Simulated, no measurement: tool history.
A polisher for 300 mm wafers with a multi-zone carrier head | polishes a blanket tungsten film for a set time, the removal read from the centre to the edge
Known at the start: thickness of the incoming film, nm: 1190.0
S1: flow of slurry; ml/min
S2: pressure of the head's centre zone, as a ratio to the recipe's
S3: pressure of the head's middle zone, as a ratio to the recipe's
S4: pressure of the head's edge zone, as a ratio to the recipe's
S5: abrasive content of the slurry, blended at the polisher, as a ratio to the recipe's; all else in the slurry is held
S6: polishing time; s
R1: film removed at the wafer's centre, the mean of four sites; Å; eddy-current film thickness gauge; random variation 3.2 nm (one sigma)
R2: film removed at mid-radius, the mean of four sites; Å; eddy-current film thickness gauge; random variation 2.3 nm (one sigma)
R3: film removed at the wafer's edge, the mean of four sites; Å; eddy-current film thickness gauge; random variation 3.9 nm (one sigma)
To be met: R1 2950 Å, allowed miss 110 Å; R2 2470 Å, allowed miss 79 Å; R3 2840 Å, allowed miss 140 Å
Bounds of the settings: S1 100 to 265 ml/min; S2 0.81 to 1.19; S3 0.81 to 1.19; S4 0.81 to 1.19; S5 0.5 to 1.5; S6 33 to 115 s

run	hour	S1	S2	S3	S4	S5	S6	R1	R2	R3
1	0	170	1	1	1	1	73	3244.4	3280.9	3326.4
2	4.3	160	1.01	0.95	0.98	0.9	72	3175	3068.4	3040.3
3	11.8	155	1.02	0.91	1.03	0.85	71	3083	2791.6	3119.4
4	20.5	145	1.02	0.88	1.02	0.8	71	2988.4	2653.1	3000.9
5	24.7	140	1.03	0.87	1.01	0.8	71	2991.6	2697.4	3051.9
6	31.6	140	1.03	0.87	1.01	0.8	53	2292.5	1991.5	2323.5
# hour 37.7: worn pad replaced by a new one
7	37.7	190	1.13	0.96	1.11	1.05	54	3133.2	2656.3	2876.4
8	41.2	180	1.13	0.95	1.12	1.05	54	3084.4	2610.2	2854.2

5 next moves are on the table. One of them brings every result within its allowed miss. Which?
A	44.7	170	1.13	0.93	1.17	1.05	53	?	?	?
B	44.7	165	1.14	1.02	1.11	1.1	54	?	?	?
C	44.7	170	1.09	0.98	1.16	0.9	56	?	?	?
D	44.7	180	1.13	0.97	1.12	0.95	54	?	?	?
E	44.7	195	1.19	0.95	1.16	0.95	54	?	?	?

move	R1	R2	R3
A	2971.5	2499	2853.1
B	3058	2755.1	2833.6
C	2964.2	2700.6	2935.1
D	3020.2	2627.3	2821.6
E	3228.7	2615.2	2901.9
A: meets every target
B: further off than the last run
C: further off than the last run
D: further off than the last run
E: further off than the last run
Move A is the one to make.

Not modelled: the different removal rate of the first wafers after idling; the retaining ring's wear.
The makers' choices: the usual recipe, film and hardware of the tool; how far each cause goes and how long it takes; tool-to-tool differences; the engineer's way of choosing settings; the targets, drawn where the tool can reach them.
